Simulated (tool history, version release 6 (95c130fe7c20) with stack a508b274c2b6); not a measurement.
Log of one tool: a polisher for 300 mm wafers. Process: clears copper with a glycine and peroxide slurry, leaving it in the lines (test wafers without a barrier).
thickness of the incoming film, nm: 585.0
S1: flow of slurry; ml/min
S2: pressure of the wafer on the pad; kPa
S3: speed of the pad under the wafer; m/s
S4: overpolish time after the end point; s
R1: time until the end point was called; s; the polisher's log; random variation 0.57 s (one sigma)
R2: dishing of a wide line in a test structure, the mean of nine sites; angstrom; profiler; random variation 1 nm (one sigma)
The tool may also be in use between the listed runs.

run 1 day=0.000 | S1=280 S2=17.2 S3=1.06 S4=30 | R1=93.418 R2=565.10
run 2 day=0.300 | S1=280 S2=21.4 S3=1.06 S4=30 | R1=77.847 R2=620.40
run 3 day=0.346 | S1=280 S2=22.8 S3=1.08 S4=28 | R1=73.298 R2=634.09
run 4 day=0.567 | S1=280 S2=23.4 S3=1.10 S4=26 | R1=69.422 R2=613.09
run 5 day=0.633 | S1=280 S2=23.4 S3=1.10 S4=33 | R1=70.856 R2=639.63
run 6 day=0.671 | S1=280 S2=24.1 S3=1.12 S4=31 | R1=67.469 R2=643.01
run 7 day=0.696 | S1=280 S2=24.8 S3=1.14 S4=30 | R1=64.833 R2=648.49
run 8 day=0.829 | S1=280 S2=25.5 S3=1.14 S4=29 | R1=62.751 R2=627.23

The next listed run, before its measurement:
run 9 day=1.150 | S1=285 S2=26.2 S3=1.16 S4=30 | R1=? R2=?

Run 9 gave R1 59.918 s, R2 628.92 angstrom.

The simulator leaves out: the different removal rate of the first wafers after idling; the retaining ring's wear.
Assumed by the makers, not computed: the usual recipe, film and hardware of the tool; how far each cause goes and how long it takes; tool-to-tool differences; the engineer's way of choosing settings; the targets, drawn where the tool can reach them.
